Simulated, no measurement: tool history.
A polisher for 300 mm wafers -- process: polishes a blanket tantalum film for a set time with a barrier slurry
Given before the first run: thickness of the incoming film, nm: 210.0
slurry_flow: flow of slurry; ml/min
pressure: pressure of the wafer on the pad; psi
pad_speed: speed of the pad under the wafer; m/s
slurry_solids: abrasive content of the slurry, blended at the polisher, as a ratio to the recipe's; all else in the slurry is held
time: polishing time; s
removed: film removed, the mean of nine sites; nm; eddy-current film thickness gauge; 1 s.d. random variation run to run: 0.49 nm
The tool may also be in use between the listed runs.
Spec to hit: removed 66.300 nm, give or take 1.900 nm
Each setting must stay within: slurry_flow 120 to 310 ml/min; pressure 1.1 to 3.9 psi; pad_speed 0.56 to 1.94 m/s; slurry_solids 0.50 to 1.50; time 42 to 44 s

| run | hour | slurry_flow | pressure | pad_speed | slurry_solids | time | removed |
|---|---|---|---|---|---|---|---|
| 1 | 0.0 | 200 | 2.5 | 1.24 | 1.00 | 42 | 99.984 |
| 2 | 3.6 | 195 | 2.3 | 1.24 | 1.00 | 42 | 93.604 |
| 3 | 10.2 | 195 | 2.1 | 1.24 | 1.00 | 42 | 86.712 |
| 4 | 15.1 | 195 | 2.0 | 1.24 | 1.00 | 42 | 85.399 |
| 5 | 23.4 | 195 | 1.9 | 1.24 | 1.00 | 42 | 79.657 |
| 6 | 31.7 | 175 | 1.9 | 1.24 | 1.00 | 42 | 79.363 |
| 7 | 39.2 | 170 | 1.8 | 1.24 | 1.00 | 42 | 76.595 |
| 8 | 41.9 | 170 | 1.7 | 1.24 | 1.00 | 42 | 73.385 |
| 9 | 44.5 | 165 | 1.6 | 1.24 | 1.00 | 42 | 71.061 |
| 10 | 45.2 | 165 | 1.6 | 1.24 | 1.00 | 42 | 70.931 |
| 11 | 48.6 | 155 | 1.4 | 1.24 | 1.00 | 42 | 63.964 |

Exercise: of the 4 proposed moves below, exactly one satisfies all targets within the stated allowed misses. Which move is it?
| A | 52.0 | 180 | 1.5 | 1.16 | 1.05 | 42 | ? |
| B | 52.0 | 120 | 1.4 | 1.40 | 1.05 | 44 | ? |
| C | 52.0 | 155 | 1.4 | 1.16 | 1.05 | 42 | ? |
| D | 52.0 | 120 | 1.3 | 1.36 | 0.95 | 43 | ? |

| move | removed |
|---|---|
| A | 67.047 |
| B | 69.849 |
| C | 62.578 |
| D | 62.097 |
A: every result within its allowed miss
B: moves the result that the last run missed by most past its target, out the other side
C: misses by more than the last run did
D: misses by more than the last run did
A meets every target.
